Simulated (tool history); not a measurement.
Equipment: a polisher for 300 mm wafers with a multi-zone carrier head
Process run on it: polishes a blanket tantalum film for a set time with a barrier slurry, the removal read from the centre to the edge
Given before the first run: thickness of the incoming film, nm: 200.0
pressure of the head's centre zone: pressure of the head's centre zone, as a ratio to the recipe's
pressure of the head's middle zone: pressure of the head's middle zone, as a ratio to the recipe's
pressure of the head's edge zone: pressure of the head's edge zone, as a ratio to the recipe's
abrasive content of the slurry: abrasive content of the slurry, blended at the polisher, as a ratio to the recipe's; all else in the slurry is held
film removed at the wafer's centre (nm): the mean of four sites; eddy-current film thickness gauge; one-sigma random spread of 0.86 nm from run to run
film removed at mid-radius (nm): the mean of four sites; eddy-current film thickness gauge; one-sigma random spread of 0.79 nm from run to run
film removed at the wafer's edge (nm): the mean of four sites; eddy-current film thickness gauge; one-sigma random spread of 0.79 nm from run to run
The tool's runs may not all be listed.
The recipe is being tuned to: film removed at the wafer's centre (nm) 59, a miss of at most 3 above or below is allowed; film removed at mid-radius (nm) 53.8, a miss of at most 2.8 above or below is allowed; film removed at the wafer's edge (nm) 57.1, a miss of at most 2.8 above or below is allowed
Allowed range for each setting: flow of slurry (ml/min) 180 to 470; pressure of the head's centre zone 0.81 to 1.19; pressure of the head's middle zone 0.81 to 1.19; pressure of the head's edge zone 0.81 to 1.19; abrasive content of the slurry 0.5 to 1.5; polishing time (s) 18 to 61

| run | hour | flow of slurry (ml/min) | pressure of the head's centre zone | pressure of the head's middle zone | pressure of the head's edge zone | abrasive content of the slurry | polishing time (s) | film removed at the wafer's centre (nm) | film removed at mid-radius (nm) | film removed at the wafer's edge (nm) |
|---|---|---|---|---|---|---|---|---|---|---|
| 1 | 0 | 300 | 1 | 1 | 1 | 1 | 39 | 68.424 | 70.824 | 70.79 |
| 2 | 0.8 | 300 | 1 | 1 | 1 | 0.9 | 39 | 63.379 | 66.641 | 64.909 |
| 3 | 6.6 | 300 | 0.94 | 1 | 1 | 0.9 | 39 | 62.866 | 68.095 | 65.587 |
| 4 | 11.6 | 300 | 0.96 | 0.97 | 0.99 | 0.85 | 39 | 59.518 | 64.89 | 62.912 |
| 5 | 18.4 | 300 | 1 | 0.95 | 0.98 | 0.85 | 39 | 62.394 | 61.566 | 62.917 |
| 6 | 19.7 | 300 | 1 | 1.03 | 0.98 | 0.85 | 39 | 63.99 | 66.679 | 65.32 |
| 7 | 26.6 | 300 | 1.01 | 1 | 0.97 | 0.8 | 39 | 60.912 | 65.293 | 62.832 |
| 8 | 33.4 | 305 | 1.03 | 0.97 | 0.96 | 0.8 | 39 | 63.387 | 61.65 | 61.416 |
| 9 | 35 | 300 | 1.03 | 0.95 | 0.96 | 0.8 | 39 | 63.379 | 60.536 | 61.095 |
| 10 | 41.6 | 300 | 1.03 | 0.93 | 0.96 | 0.8 | 39 | 62.539 | 59.066 | 61.392 |
| 11 | 49.8 | 300 | 1.03 | 0.92 | 0.95 | 0.8 | 39 | 63.852 | 59.097 | 61.816 |
| 12 | 57.5 | 300 | 1.02 | 0.89 | 0.93 | 0.6 | 38 | 50.382 | 46.926 | 49.708 |
| 13 | 59 | 300 | 1.03 | 0.9 | 0.95 | 0.6 | 38 | 51.877 | 47.958 | 49.53 |
| 14 | 63.5 | 300 | 1.03 | 0.9 | 0.95 | 0.65 | 38 | 55.8 | 50.248 | 52.396 |

5 candidate next runs follow, results not yet known. Just one meets every target within its allowed miss. Identify it.
| A | 68 | 190 | 1.06 | 0.81 | 0.98 | 0.7 | 40 | ? | ? | ? |
| B | 68 | 325 | 0.88 | 0.88 | 0.94 | 0.75 | 38 | ? | ? | ? |
| C | 68 | 270 | 1.1 | 0.84 | 0.91 | 0.6 | 37 | ? | ? | ? |
| D | 68 | 340 | 0.91 | 0.81 | 0.95 | 0.8 | 40 | ? | ? | ? |
| E | 68 | 225 | 1.03 | 0.88 | 0.93 | 0.75 | 39 | ? | ? | ? |

| move | film removed at the wafer's centre (nm) | film removed at mid-radius (nm) | film removed at the wafer's edge (nm) |
|---|---|---|---|
| A | 56.718 | 47.691 | 57.688 |
| B | 49.27 | 53.218 | 58.095 |
| C | 51.076 | 42.437 | 47.675 |
| D | 55.685 | 54.322 | 63.807 |
| E | 57.093 | 52.769 | 57.835 |
A: brings the result that was furthest off to its target, and leaves another outside
B: brings the result that was furthest off to its target, and leaves another outside
C: lands further from the targets than the last run did
D: the result that was furthest off in the last run now lies on the other side of its target
E: all results land within tolerance of their targets
Move E is the one to make.
